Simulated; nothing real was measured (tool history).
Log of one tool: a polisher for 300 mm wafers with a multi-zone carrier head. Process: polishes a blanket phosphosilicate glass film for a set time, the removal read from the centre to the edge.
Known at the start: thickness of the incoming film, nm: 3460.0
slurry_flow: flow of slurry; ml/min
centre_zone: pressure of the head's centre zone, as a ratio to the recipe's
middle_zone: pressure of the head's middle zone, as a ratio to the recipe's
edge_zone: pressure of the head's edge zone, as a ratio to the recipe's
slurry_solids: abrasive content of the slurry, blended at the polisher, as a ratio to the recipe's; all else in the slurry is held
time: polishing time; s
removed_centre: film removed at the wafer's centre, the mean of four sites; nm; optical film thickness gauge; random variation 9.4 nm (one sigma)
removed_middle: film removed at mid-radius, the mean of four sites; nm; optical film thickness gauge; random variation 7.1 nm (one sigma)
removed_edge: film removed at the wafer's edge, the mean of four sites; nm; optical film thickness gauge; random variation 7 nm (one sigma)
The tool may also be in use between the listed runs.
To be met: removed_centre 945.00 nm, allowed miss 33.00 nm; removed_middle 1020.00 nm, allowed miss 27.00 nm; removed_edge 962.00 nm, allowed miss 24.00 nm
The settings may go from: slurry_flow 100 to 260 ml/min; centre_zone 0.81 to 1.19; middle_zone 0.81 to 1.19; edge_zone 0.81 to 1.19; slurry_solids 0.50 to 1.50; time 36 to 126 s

run 1 day=0.000 | slurry_flow=165 centre_zone=1.00 middle_zone=1.00 edge_zone=1.00 slurry_solids=1.00 time=81 | removed_centre=684.36 removed_middle=668.81 removed_edge=668.46
run 2 day=0.321 | slurry_flow=175 centre_zone=1.00 middle_zone=1.02 edge_zone=1.02 slurry_solids=1.10 time=81 | removed_centre=722.38 removed_middle=717.43 removed_edge=694.59
run 3 day=0.654 | slurry_flow=175 centre_zone=0.99 middle_zone=1.03 edge_zone=1.04 slurry_solids=1.15 time=83 | removed_centre=754.32 removed_middle=761.37 removed_edge=735.72
run 4 day=1.021 | slurry_flow=175 centre_zone=0.99 middle_zone=1.03 edge_zone=1.04 slurry_solids=1.15 time=64 | removed_centre=569.47 removed_middle=582.02 removed_edge=569.82
run 5 day=1.208 | slurry_flow=175 centre_zone=0.99 middle_zone=1.04 edge_zone=1.06 slurry_solids=1.20 time=68 | removed_centre=635.23 removed_middle=628.95 removed_edge=618.89
run 6 day=1.421 | slurry_flow=180 centre_zone=0.98 middle_zone=1.05 edge_zone=1.08 slurry_solids=1.25 time=71 | removed_centre=655.38 removed_middle=675.06 removed_edge=668.92
run 7 day=1.521 | slurry_flow=185 centre_zone=0.98 middle_zone=1.07 edge_zone=1.09 slurry_solids=1.30 time=73 | removed_centre=690.67 removed_middle=725.17 removed_edge=697.97
run 8 day=1.729 | slurry_flow=190 centre_zone=0.98 middle_zone=1.08 edge_zone=1.10 slurry_solids=1.35 time=75 | removed_centre=719.35 removed_middle=758.86 removed_edge=726.55
run 9 day=2.050 | slurry_flow=190 centre_zone=0.98 middle_zone=1.09 edge_zone=1.11 slurry_solids=1.35 time=78 | removed_centre=758.82 removed_middle=797.82 removed_edge=762.75
run 10 day=2.158 | slurry_flow=195 centre_zone=0.98 middle_zone=1.10 edge_zone=1.12 slurry_solids=1.35 time=80 | removed_centre=781.27 removed_middle=833.55 removed_edge=785.80
run 11 day=2.400 | slurry_flow=195 centre_zone=0.98 middle_zone=1.10 edge_zone=1.12 slurry_solids=1.35 time=80 | removed_centre=767.63 removed_middle=831.12 removed_edge=790.43
run 12 day=2.504 | slurry_flow=200 centre_zone=0.99 middle_zone=1.11 edge_zone=1.13 slurry_solids=1.35 time=81 | removed_centre=796.91 removed_middle=846.77 removed_edge=813.01
run 13 day=2.554 | slurry_flow=205 centre_zone=0.99 middle_zone=1.12 edge_zone=1.14 slurry_solids=1.35 time=82 | removed_centre=793.25 removed_middle=865.07 removed_edge=820.79
run 14 day=2.792 | slurry_flow=210 centre_zone=1.00 middle_zone=1.13 edge_zone=1.15 slurry_solids=1.35 time=83 | removed_centre=821.66 removed_middle=892.60 removed_edge=835.77
run 15 day=3.058 | slurry_flow=215 centre_zone=1.00 middle_zone=1.13 edge_zone=1.16 slurry_solids=1.35 time=84 | removed_centre=844.90 removed_middle=920.25 removed_edge=857.90
run 16 day=3.375 | slurry_flow=245 centre_zone=1.00 middle_zone=1.12 edge_zone=1.19 slurry_solids=1.50 time=85 | removed_centre=913.57 removed_middle=957.55 removed_edge=920.29
run 17 day=3.546 | slurry_flow=245 centre_zone=1.00 middle_zone=1.12 edge_zone=1.19 slurry_solids=1.50 time=86 | removed_centre=899.31 removed_middle=972.78 removed_edge=924.36

5 next moves are on the table. One of them brings every result within its allowed miss. Which?
run A day=3.717 | slurry_flow=250 centre_zone=0.94 middle_zone=1.06 edge_zone=1.05 slurry_solids=1.50 time=94 | removed_centre=? removed_middle=? removed_edge=?
run B day=3.717 | slurry_flow=260 centre_zone=1.14 middle_zone=1.10 edge_zone=1.06 slurry_solids=1.50 time=87 | removed_centre=? removed_middle=? removed_edge=?
run C day=3.717 | slurry_flow=255 centre_zone=0.97 middle_zone=1.09 edge_zone=1.19 slurry_solids=1.35 time=95 | removed_centre=? removed_middle=? removed_edge=?
run D day=3.717 | slurry_flow=260 centre_zone=1.10 middle_zone=1.06 edge_zone=1.05 slurry_solids=1.50 time=87 | removed_centre=? removed_middle=? removed_edge=?
run E day=3.717 | slurry_flow=215 centre_zone=1.03 middle_zone=1.06 edge_zone=1.13 slurry_solids=1.50 time=96 | removed_centre=? removed_middle=? removed_edge=?

move=A removed_centre=950.29 removed_middle=1007.90 removed_edge=961.53
move=B removed_centre=1052.50 removed_middle=966.29 removed_edge=896.47
move=C removed_centre=955.08 removed_middle=1007.80 removed_edge=996.24
move=D removed_centre=1018.60 removed_middle=936.39 removed_edge=893.00
move=E removed_centre=1031.20 removed_middle=1009.00 removed_edge=1002.00
A: meets every target
B: further off than the last run
C: brings the result that was furthest off to its target, and leaves another outside
D: further off than the last run
E: brings the result that was furthest off to its target, and leaves another outside
Move A is the one to make.
